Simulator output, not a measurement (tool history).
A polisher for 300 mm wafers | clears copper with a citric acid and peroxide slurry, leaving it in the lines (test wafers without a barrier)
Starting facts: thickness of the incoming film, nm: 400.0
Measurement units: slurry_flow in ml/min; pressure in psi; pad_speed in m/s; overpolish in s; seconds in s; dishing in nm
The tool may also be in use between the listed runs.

Run 1, hour 0.0: slurry_flow 225 ml/min, pressure 3.6 psi, pad_speed 1.40 m/s, slurry_solids 1.0, overpolish 19 s. Result: seconds 120.08 s, dishing 45.199 nm.
Run 2, hour 1.2: slurry_flow 230 ml/min, pressure 3.4 psi, pad_speed 1.44 m/s, slurry_solids 1.0, overpolish 17 s. Result: seconds 121.55 s, dishing 40.379 nm.
Run 3, hour 2.2: slurry_flow 205 ml/min, pressure 3.4 psi, pad_speed 1.44 m/s, slurry_solids 1.0, overpolish 17 s. Result: seconds 124.13 s, dishing 40.227 nm.
Run 4, hour 9.8: slurry_flow 205 ml/min, pressure 3.4 psi, pad_speed 1.44 m/s, slurry_solids 0.9, overpolish 17 s. Result: seconds 127.53 s, dishing 39.434 nm.
Run 5, hour 16.8: slurry_flow 205 ml/min, pressure 3.1 psi, pad_speed 1.44 m/s, slurry_solids 0.9, overpolish 17 s. Result: seconds 140.78 s, dishing 36.141 nm.
At hour 25.3: slurry nozzle cleaned.
Run 6, hour 25.3: slurry_flow 205 ml/min, pressure 3.1 psi, pad_speed 1.44 m/s, slurry_solids 0.9, overpolish 12 s. Result: seconds 136.08 s, dishing 26.890 nm.

Estimate the outcome of run 7 from the log above:
Run 7, hour 32.9: slurry_flow 230 ml/min, pressure 2.2 psi, pad_speed 1.56 m/s, slurry_solids 0.9, overpolish 6 s. Result: seconds ?, dishing ?.

Run 7 yielded seconds 166.45 s, dishing 11.448 nm.
